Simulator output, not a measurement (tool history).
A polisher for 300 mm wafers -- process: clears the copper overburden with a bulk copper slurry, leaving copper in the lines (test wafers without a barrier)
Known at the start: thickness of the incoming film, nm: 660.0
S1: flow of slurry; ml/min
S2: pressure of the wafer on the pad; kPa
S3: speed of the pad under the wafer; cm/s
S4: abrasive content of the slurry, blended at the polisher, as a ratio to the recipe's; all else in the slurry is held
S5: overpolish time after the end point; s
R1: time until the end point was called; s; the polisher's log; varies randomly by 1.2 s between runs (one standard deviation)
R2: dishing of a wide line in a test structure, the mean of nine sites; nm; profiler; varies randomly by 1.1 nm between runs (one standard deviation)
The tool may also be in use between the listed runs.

run  hour   S1    S2   S3  S4  S5      R1      R2
  1     0  235  18.6   92   1  12  92.102  59.525
  2   1.9  235  18.6   92   1  14  91.495  67.337
  3   3.4  235  18.6  110   1  14  75.376  74.957
  4   9.7  235  17.9  110   1  14  78.435  70.459
  5  16.9  235  16.5  110   1  14  86.237   65.41
  6  25.5  235  15.9  110   1  14  88.471   66.97
  7  32.5  235  15.2  110   1  14  94.695  62.926

The next listed run, before its measurement:
  8  34.2  235  13.8  110   1  14   ?   ?

Logged for run 8: R1 102.96 s, R2 59.792 nm.
